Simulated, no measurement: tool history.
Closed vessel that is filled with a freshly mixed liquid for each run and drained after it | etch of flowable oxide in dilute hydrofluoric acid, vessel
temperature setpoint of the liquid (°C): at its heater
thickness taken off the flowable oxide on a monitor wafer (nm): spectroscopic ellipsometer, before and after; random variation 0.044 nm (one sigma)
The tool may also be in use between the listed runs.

run  hour  temperature setpoint of the liquid (°C)  parts of water to one part of 49 % hydrofluoric acid (parts by volume)  time in the liquid (s)  thickness taken off the flowable oxide on a monitor wafer (nm)
  1     0                                       22                                                                     180                      50                                                          8.6525
  2   2.7                                     21.5                                                                     185                      50                                                          8.1306
  3  11.2                                       21                                                                     190                      50                                                          7.7715
  4  15.5                                       21                                                                     215                      50                                                          6.7401
  5  19.6                                       21                                                                     215                      35                                                           4.687
  6  23.2                                     17.5                                                                     215                      35                                                          4.0647
  7  31.3                                     21.5                                                                     210                      35                                                          4.9609
  8    38                                     21.5                                                                     210                      35                                                          4.9447
  9  46.1                                       22                                                                     210                      35                                                          5.0089
 10  47.1                                     22.5                                                                     210                      35                                                           5.101
 11  50.3                                       23                                                                     210                      35                                                          5.2075
 12  52.5                                     23.5                                                                     210                      35                                                          5.3062

Run 13 comes next. What will it give?
 13  54.1                                       24                                                                     210                      35                                                               ?

thickness taken off the flowable oxide on a monitor wafer (nm): 5.4236
